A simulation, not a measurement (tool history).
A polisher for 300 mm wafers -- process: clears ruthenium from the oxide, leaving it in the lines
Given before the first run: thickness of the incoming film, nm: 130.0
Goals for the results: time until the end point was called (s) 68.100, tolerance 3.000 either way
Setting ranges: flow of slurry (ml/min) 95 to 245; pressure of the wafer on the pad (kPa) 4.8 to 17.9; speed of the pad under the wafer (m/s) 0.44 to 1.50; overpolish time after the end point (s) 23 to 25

| run | hour | flow of slurry (ml/min) | pressure of the wafer on the pad (kPa) | speed of the pad under the wafer (m/s) | overpolish time after the end point (s) | time until the end point was called (s) |
|---|---|---|---|---|---|---|
| 1 | 0.0 | 155 | 11.0 | 0.96 | 23 | 128.370 |
| 2 | 3.9 | 155 | 9.7 | 0.96 | 23 | 146.500 |
| 3 | 9.8 | 155 | 9.7 | 0.96 | 23 | 143.630 |
| 4 | 18.5 | 155 | 6.9 | 0.96 | 23 | 200.700 |
| 5 | 21.3 | 130 | 6.9 | 0.96 | 23 | 204.920 |
| 6 | 24.1 | 110 | 6.9 | 0.96 | 23 | 204.780 |
| 7 | 29.1 | 110 | 10.3 | 1.12 | 23 | 123.490 |
| 8 | 30.9 | 125 | 13.8 | 1.16 | 23 | 89.993 |
| 9 | 36.0 | 130 | 13.8 | 1.16 | 23 | 88.895 |
| 10 | 44.7 | 135 | 13.8 | 1.16 | 23 | 88.660 |
| 11 | 47.1 | 135 | 14.5 | 1.16 | 23 | 83.495 |

Below are 4 possible settings for the next run. Only one of them brings all results inside the allowed miss of their targets. Which is it?
| A | 49.5 | 140 | 12.4 | 1.10 | 25 | ? |
| B | 49.5 | 145 | 13.1 | 1.06 | 23 | ? |
| C | 49.5 | 95 | 15.2 | 1.44 | 25 | ? |
| D | 49.5 | 130 | 13.1 | 0.88 | 23 | ? |

| move | time until the end point was called (s) |
|---|---|
| A | 102.110 |
| B | 100.020 |
| C | 68.793 |
| D | 121.720 |
A: moves away from the targets compared with the last run
B: moves away from the targets compared with the last run
C: all results land within tolerance of their targets
D: moves away from the targets compared with the last run
The right move is C.
